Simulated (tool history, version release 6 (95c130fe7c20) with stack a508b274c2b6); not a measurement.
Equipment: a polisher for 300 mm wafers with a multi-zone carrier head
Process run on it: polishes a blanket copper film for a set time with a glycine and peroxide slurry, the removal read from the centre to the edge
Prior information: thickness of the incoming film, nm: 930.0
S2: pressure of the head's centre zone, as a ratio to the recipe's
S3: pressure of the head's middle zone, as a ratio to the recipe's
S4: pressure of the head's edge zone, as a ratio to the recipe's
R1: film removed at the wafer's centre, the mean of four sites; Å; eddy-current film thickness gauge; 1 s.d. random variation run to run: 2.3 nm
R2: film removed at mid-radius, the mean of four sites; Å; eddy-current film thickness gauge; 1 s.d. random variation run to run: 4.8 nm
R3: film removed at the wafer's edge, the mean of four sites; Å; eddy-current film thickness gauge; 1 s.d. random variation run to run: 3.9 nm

run 1 hour=0.0 | flow_of_slurry_(ml/min)=280 S2=1.00 S3=1.00 S4=1.00 polishing_time_(s)=50 | R1=3180.7 R2=3126.0 R3=3231.4
run 2 hour=4.9 | flow_of_slurry_(ml/min)=280 S2=1.00 S3=0.95 S4=1.00 polishing_time_(s)=50 | R1=3143.0 R2=3028.6 R3=3255.2
run 3 hour=6.7 | flow_of_slurry_(ml/min)=280 S2=0.97 S3=0.95 S4=1.00 polishing_time_(s)=50 | R1=3062.9 R2=3061.4 R3=3281.1
run 4 hour=13.2 | flow_of_slurry_(ml/min)=295 S2=0.97 S3=1.00 S4=1.02 polishing_time_(s)=51 | R1=3089.2 R2=3292.3 R3=3293.3
run 5 hour=19.8 | flow_of_slurry_(ml/min)=300 S2=0.98 S3=1.01 S4=1.04 polishing_time_(s)=52 | R1=3206.6 R2=3354.1 R3=3520.7
run 6 hour=28.0 | flow_of_slurry_(ml/min)=310 S2=0.99 S3=1.04 S4=1.04 polishing_time_(s)=52 | R1=3341.6 R2=3461.4 R3=3457.8

Estimate the outcome of run 7 from the log above:
run 7 hour=29.6 | flow_of_slurry_(ml/min)=325 S2=0.99 S3=1.05 S4=1.05 polishing_time_(s)=52 | R1=? R2=? R3=?

For run 7 the tool returned R1 3289.7 Å, R2 3586.6 Å, R3 3592.1 Å.
